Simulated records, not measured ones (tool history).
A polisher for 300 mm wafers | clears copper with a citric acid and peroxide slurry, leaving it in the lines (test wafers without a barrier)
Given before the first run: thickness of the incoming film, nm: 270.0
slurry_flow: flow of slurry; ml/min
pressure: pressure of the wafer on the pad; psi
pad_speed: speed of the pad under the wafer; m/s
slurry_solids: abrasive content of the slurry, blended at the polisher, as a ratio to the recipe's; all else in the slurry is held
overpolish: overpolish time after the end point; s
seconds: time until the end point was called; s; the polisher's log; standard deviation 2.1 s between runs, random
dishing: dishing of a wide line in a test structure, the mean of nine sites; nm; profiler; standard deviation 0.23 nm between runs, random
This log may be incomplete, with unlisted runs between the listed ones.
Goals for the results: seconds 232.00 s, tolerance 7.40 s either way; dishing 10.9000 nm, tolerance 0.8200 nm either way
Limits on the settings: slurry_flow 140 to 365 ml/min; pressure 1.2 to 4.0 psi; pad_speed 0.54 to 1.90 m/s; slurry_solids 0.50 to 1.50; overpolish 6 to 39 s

run  hour  slurry_flow  pressure  pad_speed  slurry_solids  overpolish  seconds  dishing
  1   0.0          235       2.6       1.22           1.00          20   140.04  24.6580
  2   4.0          235       2.6       1.00           1.00          20   172.92  20.4980
  3   6.2          235       2.3       1.00           1.00          17   181.70  16.2340
  4  12.9          235       2.0       1.00           1.00          16   205.19  13.8560
  5  18.2          235       2.0       1.00           1.00          12   203.48  10.2610
  6  19.7          230       1.9       1.00           1.00          13   213.03  11.1180
  7  27.2          220       1.8       1.00           1.00          13   223.15  11.0320
  8  33.1          215       1.8       1.00           1.00          13   216.95  10.9960
  9  39.6          215       1.8       1.00           1.00          13   216.41  10.7780

Which one of the following 4 next-run settings gets every result inside its allowed miss? There is exactly one.
  A  46.1          205       2.3       0.76           1.15          14        ?        ?
  B  46.1          245       1.9       1.02           1.15          11        ?        ?
  C  46.1          150       2.1       1.00           1.15          12        ?        ?
  D  46.1          255       1.7       1.02           0.80          12        ?        ?

move  seconds  dishing
   A   233.48  10.7280
   B   197.50   9.9718
   C   203.10  10.5640
   D   230.94   9.3184
A: every result lands within tolerance
B: further off than the last run
C: further off than the last run
D: brings the result that was furthest off to its target, and leaves another outside
The move that meets every target is A.
